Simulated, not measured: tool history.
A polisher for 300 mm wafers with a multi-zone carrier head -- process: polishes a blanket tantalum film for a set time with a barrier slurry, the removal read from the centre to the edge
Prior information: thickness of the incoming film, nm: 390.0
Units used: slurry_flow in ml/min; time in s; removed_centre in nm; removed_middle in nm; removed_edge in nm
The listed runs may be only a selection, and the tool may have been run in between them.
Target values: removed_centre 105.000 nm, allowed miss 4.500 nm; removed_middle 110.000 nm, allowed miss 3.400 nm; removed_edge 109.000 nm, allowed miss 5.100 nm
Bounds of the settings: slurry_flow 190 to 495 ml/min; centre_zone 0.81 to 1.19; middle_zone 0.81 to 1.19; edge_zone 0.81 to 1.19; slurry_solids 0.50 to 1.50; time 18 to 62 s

run 1 hour=0.0 | slurry_flow=320 centre_zone=1.00 middle_zone=1.00 edge_zone=1.00 slurry_solids=1.00 time=40 | removed_centre=96.266 removed_middle=96.449 removed_edge=88.525
run 2 hour=6.7 | slurry_flow=270 centre_zone=1.00 middle_zone=1.00 edge_zone=1.00 slurry_solids=1.00 time=40 | removed_centre=92.549 removed_middle=93.301 removed_edge=86.413
run 3 hour=10.4 | slurry_flow=280 centre_zone=1.00 middle_zone=1.00 edge_zone=1.02 slurry_solids=1.05 time=40 | removed_centre=95.731 removed_middle=95.105 removed_edge=92.702
run 4 hour=13.6 | slurry_flow=290 centre_zone=1.00 middle_zone=1.01 edge_zone=1.03 slurry_solids=1.05 time=40 | removed_centre=98.680 removed_middle=98.066 removed_edge=93.335
run 5 hour=14.5 | slurry_flow=290 centre_zone=1.08 middle_zone=1.01 edge_zone=1.03 slurry_solids=1.05 time=40 | removed_centre=106.390 removed_middle=95.153 removed_edge=90.979
run 6 hour=18.1 | slurry_flow=350 centre_zone=1.08 middle_zone=1.01 edge_zone=1.03 slurry_solids=1.05 time=40 | removed_centre=107.380 removed_middle=98.010 removed_edge=91.437
run 7 hour=23.8 | slurry_flow=350 centre_zone=1.07 middle_zone=1.02 edge_zone=1.04 slurry_solids=1.05 time=40 | removed_centre=104.970 removed_middle=98.317 removed_edge=91.773
run 8 hour=29.3 | slurry_flow=350 centre_zone=1.06 middle_zone=1.03 edge_zone=1.05 slurry_solids=1.05 time=40 | removed_centre=104.890 removed_middle=99.552 removed_edge=92.719
run 9 hour=37.9 | slurry_flow=350 centre_zone=1.05 middle_zone=1.03 edge_zone=1.06 slurry_solids=1.05 time=40 | removed_centre=105.100 removed_middle=99.647 removed_edge=92.254
run 10 hour=44.5 | slurry_flow=345 centre_zone=1.04 middle_zone=1.03 edge_zone=1.07 slurry_solids=1.10 time=40 | removed_centre=103.060 removed_middle=101.350 removed_edge=95.503
run 11 hour=48.2 | slurry_flow=345 centre_zone=1.04 middle_zone=1.03 edge_zone=1.08 slurry_solids=1.10 time=40 | removed_centre=103.400 removed_middle=99.283 removed_edge=94.273
run 12 hour=56.6 | slurry_flow=340 centre_zone=1.03 middle_zone=1.03 edge_zone=1.09 slurry_solids=1.15 time=40 | removed_centre=102.280 removed_middle=102.910 removed_edge=97.281
-- hour=63.7 edge zone pressure recalibrated
run 13 hour=63.7 | slurry_flow=340 centre_zone=1.03 middle_zone=1.01 edge_zone=1.19 slurry_solids=1.30 time=41 | removed_centre=106.520 removed_middle=106.150 removed_edge=111.430

Which one of the following 4 next-run settings gets every result inside its allowed miss? There is exactly one.
run A hour=70.8 | slurry_flow=335 centre_zone=1.01 middle_zone=1.04 edge_zone=1.19 slurry_solids=1.35 time=39 | removed_centre=? removed_middle=? removed_edge=?
run B hour=70.8 | slurry_flow=360 centre_zone=1.00 middle_zone=1.09 edge_zone=1.18 slurry_solids=1.05 time=42 | removed_centre=? removed_middle=? removed_edge=?
run C hour=70.8 | slurry_flow=335 centre_zone=0.93 middle_zone=0.96 edge_zone=1.19 slurry_solids=1.50 time=42 | removed_centre=? removed_middle=? removed_edge=?
run D hour=70.8 | slurry_flow=440 centre_zone=1.03 middle_zone=0.94 edge_zone=1.19 slurry_solids=1.40 time=39 | removed_centre=? removed_middle=? removed_edge=?

move=A removed_centre=102.910 removed_middle=104.750 removed_edge=106.680
move=B removed_centre=104.050 removed_middle=111.140 removed_edge=108.160
move=C removed_centre=104.240 removed_middle=108.070 removed_edge=117.620
move=D removed_centre=108.350 removed_middle=99.355 removed_edge=109.540
A: misses by more than the last run did
B: hits every target within its allowed miss
C: corrects the largest miss of the last run, while another result sits out of spec
D: misses by more than the last run did
Go with B: it meets all targets.
